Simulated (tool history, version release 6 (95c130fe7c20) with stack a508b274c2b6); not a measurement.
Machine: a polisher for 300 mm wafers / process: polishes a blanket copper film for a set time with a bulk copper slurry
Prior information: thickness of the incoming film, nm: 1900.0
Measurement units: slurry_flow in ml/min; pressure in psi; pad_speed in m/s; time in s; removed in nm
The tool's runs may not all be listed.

run 1 hour=0 | slurry_flow=175 pressure=3 pad_speed=1.14 slurry_solids=1 time=32 | removed=278.57
run 2 hour=6 | slurry_flow=175 pressure=3 pad_speed=1.24 slurry_solids=1 time=32 | removed=302.05
run 3 hour=13.2 | slurry_flow=175 pressure=3 pad_speed=1.24 slurry_solids=0.9 time=32 | removed=293.7
run 4 hour=15.1 | slurry_flow=175 pressure=3 pad_speed=1.24 slurry_solids=1.1 time=32 | removed=311.06
-- hour=18.8 slurry nozzle cleaned
run 5 hour=18.8 | slurry_flow=180 pressure=3.1 pad_speed=1.24 slurry_solids=1.1 time=32 | removed=342.66
run 6 hour=21.7 | slurry_flow=180 pressure=2.4 pad_speed=1.24 slurry_solids=1.1 time=32 | removed=272.77
run 7 hour=25.1 | slurry_flow=220 pressure=3.2 pad_speed=1.26 slurry_solids=1.1 time=32 | removed=368.8

Run 8 is up next; what results do you expect?
run 8 hour=25.9 | slurry_flow=225 pressure=3.2 pad_speed=1.26 slurry_solids=1.1 time=32 | removed=?

{"run 8": {"removed": 373.8}}
